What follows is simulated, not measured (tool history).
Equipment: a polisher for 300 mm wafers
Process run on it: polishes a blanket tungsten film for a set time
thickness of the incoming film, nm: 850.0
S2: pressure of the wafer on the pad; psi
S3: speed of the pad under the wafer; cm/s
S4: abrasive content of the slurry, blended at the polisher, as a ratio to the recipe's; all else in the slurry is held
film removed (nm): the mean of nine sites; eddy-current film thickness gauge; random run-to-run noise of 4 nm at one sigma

Run 1, hour 0: flow of slurry (ml/min) 225, S2 2.5 psi, S3 86 cm/s, S4 1, polishing time (s) 60. Result: film removed (nm) 155.76.
Run 2, hour 7.8: flow of slurry (ml/min) 225, S2 2.5 psi, S3 86 cm/s, S4 1, polishing time (s) 60. Result: film removed (nm) 150.81.
Run 3, hour 10.4: flow of slurry (ml/min) 225, S2 2.7 psi, S3 88 cm/s, S4 1, polishing time (s) 60. Result: film removed (nm) 167.06.
Run 4, hour 14: flow of slurry (ml/min) 225, S2 2.7 psi, S3 76 cm/s, S4 1, polishing time (s) 60. Result: film removed (nm) 145.8.
Run 5, hour 17.4: flow of slurry (ml/min) 225, S2 2.7 psi, S3 96 cm/s, S4 1, polishing time (s) 60. Result: film removed (nm) 183.29.
Run 6, hour 23.7: flow of slurry (ml/min) 225, S2 2.7 psi, S3 96 cm/s, S4 0.8, polishing time (s) 60. Result: film removed (nm) 175.35.
Run 7, hour 32.3: flow of slurry (ml/min) 225, S2 2.9 psi, S3 96 cm/s, S4 0.8, polishing time (s) 60. Result: film removed (nm) 183.24.
At hour 34: head pressure recalibrated.
Run 8, hour 34: flow of slurry (ml/min) 225, S2 3 psi, S3 98 cm/s, S4 0.8, polishing time (s) 60. Result: film removed (nm) 216.61.

What does the tool deliver on the next run?
Run 9, hour 37.5: flow of slurry (ml/min) 225, S2 3.1 psi, S3 98 cm/s, S4 0.8, polishing time (s) 60. Result: film removed (nm) ?.

For run 9 the tool returned film removed (nm) 226.1.
